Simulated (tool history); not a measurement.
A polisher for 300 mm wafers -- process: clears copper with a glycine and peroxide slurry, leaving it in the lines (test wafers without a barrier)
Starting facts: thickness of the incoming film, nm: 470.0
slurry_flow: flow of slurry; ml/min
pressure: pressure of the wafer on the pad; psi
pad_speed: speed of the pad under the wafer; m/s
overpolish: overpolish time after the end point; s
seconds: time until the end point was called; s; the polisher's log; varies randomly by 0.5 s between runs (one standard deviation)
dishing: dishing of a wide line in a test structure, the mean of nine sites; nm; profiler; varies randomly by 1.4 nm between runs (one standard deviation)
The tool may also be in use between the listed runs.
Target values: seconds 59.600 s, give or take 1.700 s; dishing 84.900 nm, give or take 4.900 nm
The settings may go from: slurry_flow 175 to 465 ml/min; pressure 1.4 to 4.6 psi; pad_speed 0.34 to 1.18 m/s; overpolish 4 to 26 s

run,hour,slurry_flow,pressure,pad_speed,overpolish,seconds,dishing
1,0.0,295,3.0,0.76,13,95.142,45.313
2,1.1,270,3.0,0.76,13,94.899,45.969
3,6.4,270,3.0,0.60,13,114.560,38.873
4,9.5,270,3.5,0.66,14,93.314,49.082
5,14.3,270,3.8,0.70,15,83.519,56.449
6,16.3,270,4.0,0.74,16,78.355,63.692
7,18.2,295,4.6,0.92,17,56.400,85.254
8,25.3,295,4.5,0.92,17,57.671,82.732

Exercise: of the 4 proposed moves below, exactly one satisfies all targets within the stated allowed misses. Which move is it?
A,32.4,300,4.6,0.80,19,?,?
B,32.4,190,3.9,1.00,26,?,?
C,32.4,290,4.2,0.86,24,?,?
D,32.4,325,4.6,0.86,18,?,?

move,seconds,dishing
A,63.108,83.258
B,63.820,100.170
C,64.397,95.718
D,58.883,83.977
A: the result that was furthest off in the last run now lies on the other side of its target
B: the result that was furthest off in the last run now lies on the other side of its target
C: the result that was furthest off in the last run now lies on the other side of its target
D: all results in spec
So the answer is move D, the one that meets all the targets.

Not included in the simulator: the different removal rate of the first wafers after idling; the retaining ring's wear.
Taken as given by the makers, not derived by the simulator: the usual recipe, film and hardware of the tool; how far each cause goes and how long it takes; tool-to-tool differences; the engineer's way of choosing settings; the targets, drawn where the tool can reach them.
